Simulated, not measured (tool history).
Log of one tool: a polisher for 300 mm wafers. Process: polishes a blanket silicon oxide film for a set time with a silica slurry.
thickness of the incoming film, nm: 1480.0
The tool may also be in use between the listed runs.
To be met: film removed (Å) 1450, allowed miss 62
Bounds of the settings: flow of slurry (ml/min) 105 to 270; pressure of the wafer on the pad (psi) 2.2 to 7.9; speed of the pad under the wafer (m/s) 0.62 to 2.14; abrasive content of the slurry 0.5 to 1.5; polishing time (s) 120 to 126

| run | hour | flow of slurry (ml/min) | pressure of the wafer on the pad (psi) | speed of the pad under the wafer (m/s) | abrasive content of the slurry | polishing time (s) | film removed (Å) |
|---|---|---|---|---|---|---|---|
| 1 | 0 | 175 | 5 | 1.38 | 1 | 120 | 4782.3 |
| 2 | 3.8 | 175 | 5 | 1.38 | 0.8 | 120 | 4248.3 |
| 3 | 12.6 | 175 | 5 | 1.38 | 0.8 | 120 | 4252.2 |
| 4 | 19 | 175 | 4.6 | 1.26 | 0.8 | 120 | 3769.8 |
| 5 | 24.6 | 140 | 4.6 | 1.26 | 0.8 | 120 | 3562.1 |
| 6 | 28.8 | 140 | 3.4 | 1.26 | 0.8 | 120 | 2747.5 |
| 7 | 29.7 | 140 | 3.4 | 1.26 | 0.8 | 120 | 2746.9 |
| 8 | 34.2 | 135 | 2.2 | 0.88 | 0.7 | 120 | 1366.7 |

Which of these 5 next moves meets every target?
| A | 38.7 | 125 | 2.2 | 1.16 | 0.6 | 125 | ? |
| B | 38.7 | 135 | 2.2 | 0.92 | 0.75 | 120 | ? |
| C | 38.7 | 240 | 2.4 | 0.88 | 0.5 | 120 | ? |
| D | 38.7 | 145 | 2.4 | 0.92 | 0.75 | 126 | ? |
| E | 38.7 | 165 | 2.2 | 0.94 | 0.85 | 121 | ? |

| move | film removed (Å) |
|---|---|
| A | 1584 |
| B | 1453.8 |
| C | 1266.3 |
| D | 1647.6 |
| E | 1640.9 |
A: takes the result that was furthest off past its target
B: meets every target
C: further off than the last run
D: takes the result that was furthest off past its target
E: takes the result that was furthest off past its target
The right move is B.
